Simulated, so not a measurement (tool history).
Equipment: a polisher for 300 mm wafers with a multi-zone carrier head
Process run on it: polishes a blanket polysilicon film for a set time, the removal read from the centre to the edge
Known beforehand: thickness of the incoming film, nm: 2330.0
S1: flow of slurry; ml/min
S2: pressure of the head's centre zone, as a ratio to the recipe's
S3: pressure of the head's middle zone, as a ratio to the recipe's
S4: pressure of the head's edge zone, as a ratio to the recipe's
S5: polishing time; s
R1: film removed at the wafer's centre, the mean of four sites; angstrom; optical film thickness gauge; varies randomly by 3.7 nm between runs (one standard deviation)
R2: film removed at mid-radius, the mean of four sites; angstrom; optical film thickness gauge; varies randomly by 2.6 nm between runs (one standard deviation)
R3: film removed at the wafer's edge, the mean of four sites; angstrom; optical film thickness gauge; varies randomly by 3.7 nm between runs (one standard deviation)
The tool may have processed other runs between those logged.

run	day	S1	S2	S3	S4	S5	R1	R2	R3
1	0.000	245	1.00	1.00	1.00	56	5254.6	5111.6	5028.8
2	0.221	245	1.00	1.00	1.04	56	5242.3	5152.2	5191.4
3	0.379	240	0.97	1.00	1.02	54	4815.0	4991.2	4966.2
4	0.567	235	0.96	0.99	0.99	52	4646.6	4712.6	4682.9
5	0.871	235	0.96	0.99	1.08	52	4683.7	4742.0	4749.2
6	1.117	190	0.96	0.99	1.08	52	4500.1	4568.0	4714.3

Forecast run 7:
7	1.458	200	0.95	0.99	1.06	50	?	?	?

Logged for run 7: R1 4298.4 angstrom, R2 4461.7 angstrom, R3 4567.7 angstrom.
